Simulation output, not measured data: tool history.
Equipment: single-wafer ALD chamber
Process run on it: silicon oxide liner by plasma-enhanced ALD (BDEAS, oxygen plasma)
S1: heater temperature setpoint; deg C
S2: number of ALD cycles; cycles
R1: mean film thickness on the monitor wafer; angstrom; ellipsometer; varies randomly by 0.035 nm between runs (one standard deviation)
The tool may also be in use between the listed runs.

Run 1, hour 0: S1 320 deg C, S2 75 cycles. Result: R1 73.635 angstrom.
Run 2, hour 9: S1 320 deg C, S2 73 cycles. Result: R1 70.796 angstrom.
Run 3, hour 9.9: S1 310 deg C, S2 73 cycles. Result: R1 71.154 angstrom.
Run 4, hour 14.4: S1 317 deg C, S2 73 cycles. Result: R1 70.866 angstrom.
Run 5, hour 17.2: S1 317 deg C, S2 62 cycles. Result: R1 60.608 angstrom.
Run 6, hour 18.8: S1 317 deg C, S2 53 cycles. Result: R1 51.922 angstrom.
Run 7, hour 26.5: S1 317 deg C, S2 55 cycles. Result: R1 53.33 angstrom.
Run 8, hour 33.9: S1 317 deg C, S2 57 cycles. Result: R1 55.694 angstrom.

What will run 9 give?
Run 9, hour 37.7: S1 315 deg C, S2 66 cycles. Result: R1 ?.

R1: 64.389 angstrom
